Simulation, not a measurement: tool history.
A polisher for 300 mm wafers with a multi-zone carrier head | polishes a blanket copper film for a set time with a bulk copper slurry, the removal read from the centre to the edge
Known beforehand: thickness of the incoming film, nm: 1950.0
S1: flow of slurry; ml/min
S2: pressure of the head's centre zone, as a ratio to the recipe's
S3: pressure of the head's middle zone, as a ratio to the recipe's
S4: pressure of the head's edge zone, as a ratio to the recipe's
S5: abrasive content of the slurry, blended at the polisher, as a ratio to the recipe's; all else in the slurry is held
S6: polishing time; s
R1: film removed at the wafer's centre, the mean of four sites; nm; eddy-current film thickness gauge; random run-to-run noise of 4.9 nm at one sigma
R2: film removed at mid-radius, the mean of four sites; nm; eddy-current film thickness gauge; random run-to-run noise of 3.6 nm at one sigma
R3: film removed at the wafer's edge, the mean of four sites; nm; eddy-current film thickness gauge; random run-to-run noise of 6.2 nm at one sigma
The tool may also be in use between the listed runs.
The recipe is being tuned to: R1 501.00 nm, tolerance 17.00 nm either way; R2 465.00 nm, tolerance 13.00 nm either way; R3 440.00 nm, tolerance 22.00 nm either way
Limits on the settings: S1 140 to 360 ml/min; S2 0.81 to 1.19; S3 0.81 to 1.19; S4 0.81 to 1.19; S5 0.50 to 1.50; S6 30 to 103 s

run 1 hour=0.0 | S1=230 S2=1.00 S3=1.00 S4=1.00 S5=1.00 S6=66 | R1=331.68 R2=344.43 R3=347.26
run 2 hour=6.2 | S1=230 S2=1.00 S3=1.00 S4=0.92 S5=1.00 S6=66 | R1=334.37 R2=344.24 R3=335.40
run 3 hour=9.1 | S1=230 S2=1.00 S3=1.00 S4=0.92 S5=0.90 S6=66 | R1=328.23 R2=333.76 R3=323.92
run 4 hour=14.5 | S1=230 S2=1.00 S3=0.94 S4=0.92 S5=0.90 S6=66 | R1=334.55 R2=320.60 R3=333.00
run 5 hour=21.0 | S1=230 S2=0.92 S3=0.94 S4=0.92 S5=0.90 S6=66 | R1=305.57 R2=316.78 R3=322.49
run 6 hour=29.6 | S1=230 S2=0.92 S3=0.90 S4=0.92 S5=0.90 S6=66 | R1=299.14 R2=307.18 R3=327.80
run 7 hour=31.2 | S1=275 S2=1.02 S3=1.00 S4=1.02 S5=1.15 S6=76 | R1=411.98 R2=424.39 R3=418.85
run 8 hour=31.8 | S1=275 S2=1.02 S3=1.00 S4=1.02 S5=1.15 S6=76 | R1=420.40 R2=424.37 R3=430.86
run 9 hour=36.0 | S1=320 S2=1.12 S3=1.07 S4=1.00 S5=1.25 S6=76 | R1=482.83 R2=460.39 R3=428.10
run 10 hour=39.9 | S1=325 S2=1.13 S3=1.07 S4=1.01 S5=1.25 S6=76 | R1=486.30 R2=452.17 R3=419.11

Of the 4 settings listed for the next run, only one would bring every result within its allowed miss of target. Which one?
run A hour=43.8 | S1=335 S2=1.10 S3=1.04 S4=1.01 S5=1.15 S6=76 | R1=? R2=? R3=?
run B hour=43.8 | S1=225 S2=1.10 S3=0.99 S4=1.04 S5=1.15 S6=82 | R1=? R2=? R3=?
run C hour=43.8 | S1=295 S2=1.10 S3=1.04 S4=1.07 S5=1.20 S6=75 | R1=? R2=? R3=?
run D hour=43.8 | S1=360 S2=1.15 S3=1.06 S4=1.00 S5=1.15 S6=79 | R1=? R2=? R3=?

move=A R1=456.02 R2=444.39 R3=434.60
move=B R1=470.80 R2=442.03 R3=461.92
move=C R1=448.69 R2=437.71 R3=441.61
move=D R1=499.00 R2=472.12 R3=451.49
A: further off than the last run
B: further off than the last run
C: further off than the last run
D: each result inside its tolerance
Correct choice: D, which meets every target

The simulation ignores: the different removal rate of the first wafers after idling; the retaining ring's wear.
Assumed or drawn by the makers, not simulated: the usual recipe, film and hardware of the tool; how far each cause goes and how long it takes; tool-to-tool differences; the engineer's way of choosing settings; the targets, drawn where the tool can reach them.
